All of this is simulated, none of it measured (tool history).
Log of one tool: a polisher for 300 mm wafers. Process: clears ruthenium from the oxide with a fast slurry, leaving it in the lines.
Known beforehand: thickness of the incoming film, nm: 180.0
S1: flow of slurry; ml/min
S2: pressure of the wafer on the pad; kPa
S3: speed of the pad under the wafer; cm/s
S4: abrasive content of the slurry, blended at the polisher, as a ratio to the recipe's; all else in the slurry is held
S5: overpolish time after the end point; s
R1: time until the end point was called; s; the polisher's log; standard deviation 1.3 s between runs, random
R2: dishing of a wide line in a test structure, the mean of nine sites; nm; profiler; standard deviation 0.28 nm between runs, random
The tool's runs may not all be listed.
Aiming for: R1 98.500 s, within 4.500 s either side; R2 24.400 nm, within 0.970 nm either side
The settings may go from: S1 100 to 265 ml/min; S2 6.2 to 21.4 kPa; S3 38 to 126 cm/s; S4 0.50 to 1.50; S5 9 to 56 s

Run 1, hour 0.0: S1 170 ml/min, S2 13.8 kPa, S3 82 cm/s, S4 1.00, S5 29 s. Result: R1 88.116 s, R2 44.534 nm.
Run 2, hour 4.4: S1 180 ml/min, S2 13.1 kPa, S3 82 cm/s, S4 1.00, S5 24 s. Result: R1 93.134 s, R2 35.358 nm.
Run 3, hour 6.6: S1 180 ml/min, S2 10.3 kPa, S3 82 cm/s, S4 1.00, S5 24 s. Result: R1 110.000 s, R2 30.183 nm.
Run 4, hour 14.1: S1 180 ml/min, S2 13.1 kPa, S3 82 cm/s, S4 1.00, S5 24 s. Result: R1 91.911 s, R2 36.567 nm.
Run 5, hour 19.9: S1 190 ml/min, S2 12.4 kPa, S3 82 cm/s, S4 1.00, S5 21 s. Result: R1 97.151 s, R2 30.446 nm.
Run 6, hour 22.8: S1 175 ml/min, S2 12.4 kPa, S3 82 cm/s, S4 1.00, S5 21 s. Result: R1 96.815 s, R2 30.773 nm.
Run 7, hour 29.6: S1 175 ml/min, S2 12.4 kPa, S3 82 cm/s, S4 1.00, S5 19 s. Result: R1 95.814 s, R2 28.076 nm.
Run 8, hour 34.5: S1 175 ml/min, S2 12.4 kPa, S3 82 cm/s, S4 1.00, S5 18 s. Result: R1 96.992 s, R2 26.187 nm.
Run 9, hour 42.5: S1 170 ml/min, S2 12.4 kPa, S3 82 cm/s, S4 1.00, S5 18 s. Result: R1 96.813 s, R2 26.070 nm.
Run 10, hour 48.8: S1 165 ml/min, S2 12.4 kPa, S3 82 cm/s, S4 1.00, S5 18 s. Result: R1 98.893 s, R2 26.233 nm.

Which one of the following 4 next-run settings gets every result inside its allowed miss? There is exactly one.
Run A, hour 55.1: S1 210 ml/min, S2 15.2 kPa, S3 64 cm/s, S4 1.20, S5 18 s. Result: R1 ?, R2 ?.
Run B, hour 55.1: S1 165 ml/min, S2 15.9 kPa, S3 62 cm/s, S4 1.05, S5 21 s. Result: R1 ?, R2 ?.
Run C, hour 55.1: S1 160 ml/min, S2 13.8 kPa, S3 76 cm/s, S4 1.00, S5 17 s. Result: R1 ?, R2 ?.
Run D, hour 55.1: S1 145 ml/min, S2 12.4 kPa, S3 80 cm/s, S4 1.10, S5 20 s. Result: R1 ?, R2 ?.

move       R1      R2
   A   96.047  26.573
   B  104.560  28.369
   C   98.691  24.532
   D   99.905  28.281
A: misses by more than the last run did
B: misses by more than the last run did
C: meets every target
D: misses by more than the last run did
Move C is the one to make.
